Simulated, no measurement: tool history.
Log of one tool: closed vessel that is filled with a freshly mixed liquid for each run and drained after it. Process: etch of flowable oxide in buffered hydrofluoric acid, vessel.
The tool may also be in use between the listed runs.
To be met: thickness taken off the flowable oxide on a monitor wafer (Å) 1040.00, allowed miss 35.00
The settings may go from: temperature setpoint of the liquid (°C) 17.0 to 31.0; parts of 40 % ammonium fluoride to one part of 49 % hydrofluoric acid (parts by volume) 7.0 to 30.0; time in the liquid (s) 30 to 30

run  hour  temperature setpoint of the liquid (°C)  parts of 40 % ammonium fluoride to one part of 49 % hydrofluoric acid (parts by volume)  time in the liquid (s)  thickness taken off the flowable oxide on a monitor wafer (Å)
  1   0.0                                     23.0                                                                                     20.0                      30                                                         412.86
  2   8.2                                     23.0                                                                                     16.0                      30                                                         510.75
  3  17.0                                     24.5                                                                                     16.0                      30                                                         559.96
  4  23.8                                     26.0                                                                                     15.0                      30                                                         636.41
  5  28.2                                     26.0                                                                                     18.5                      30                                                         522.33
  6  35.4                                     27.5                                                                                     16.5                      30                                                         638.23
  7  39.1                                     28.5                                                                                     15.0                      30                                                         731.49
  8  40.3                                     29.0                                                                                     14.0                      30                                                         811.10
  9  48.5                                     29.5                                                                                     13.5                      30                                                         852.01
 10  57.1                                     29.5                                                                                     13.5                      30                                                         840.21
 11  59.0                                     30.0                                                                                     13.0                      30                                                         936.82
 12  61.8                                     30.5                                                                                     13.0                      30                                                         951.24
 13  65.5                                     30.5                                                                                     12.5                      30                                                         969.05

Which of these 5 next moves meets every target?
  A  69.2                                     30.5                                                                                     11.0                      30                                                              ?
  B  69.2                                     29.5                                                                                     11.0                      30                                                              ?
  C  69.2                                     29.5                                                                                     10.5                      30                                                              ?
  D  69.2                                     31.0                                                                                     11.0                      30                                                              ?
  E  69.2                                     29.5                                                                                     10.0                      30                                                              ?

move  thickness taken off the flowable oxide on a monitor wafer (Å)
   A                                                        1110.50
   B                                                        1053.70
   C                                                        1102.50
   D                                                        1139.90
   E                                                        1156.00
A: takes the result that was furthest off past its target
B: meets every target
C: takes the result that was furthest off past its target
D: takes the result that was furthest off past its target
E: takes the result that was furthest off past its target
Answer: B

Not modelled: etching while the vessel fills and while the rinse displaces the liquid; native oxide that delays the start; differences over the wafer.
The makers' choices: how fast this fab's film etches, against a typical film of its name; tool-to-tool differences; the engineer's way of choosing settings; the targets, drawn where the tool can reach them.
